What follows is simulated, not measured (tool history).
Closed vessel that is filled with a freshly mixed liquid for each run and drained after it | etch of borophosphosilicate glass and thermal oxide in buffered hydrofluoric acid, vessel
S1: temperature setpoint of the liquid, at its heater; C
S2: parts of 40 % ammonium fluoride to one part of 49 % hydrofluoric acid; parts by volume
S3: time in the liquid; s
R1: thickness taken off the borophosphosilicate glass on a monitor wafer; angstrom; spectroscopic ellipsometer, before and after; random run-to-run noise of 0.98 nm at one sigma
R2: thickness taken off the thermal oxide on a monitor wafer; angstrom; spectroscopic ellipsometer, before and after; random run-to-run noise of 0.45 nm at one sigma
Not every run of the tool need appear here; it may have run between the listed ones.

| run | hour | S1 | S2 | S3 | R1 | R2 |
|---|---|---|---|---|---|---|
| 1 | 0.0 | 22.0 | 16.0 | 60 | 563.66 | 416.56 |
| 2 | 2.0 | 23.0 | 15.5 | 60 | 622.70 | 443.18 |
| 3 | 5.1 | 23.0 | 14.5 | 60 | 653.21 | 477.60 |
| 4 | 9.1 | 24.0 | 14.0 | 60 | 711.01 | 521.48 |
| 5 | 11.0 | 22.0 | 14.0 | 60 | 640.95 | 468.14 |
| 6 | 15.7 | 22.0 | 14.0 | 75 | 802.39 | 591.66 |
| 7 | 21.6 | 22.5 | 14.0 | 75 | 818.98 | 601.24 |
| 8 | 26.0 | 23.0 | 14.0 | 75 | 857.32 | 620.21 |

What does the tool deliver on the next run?
| 9 | 32.4 | 23.5 | 14.0 | 75 | ? | ? |

R1: 872.34 angstrom
R2: 631.43 angstrom
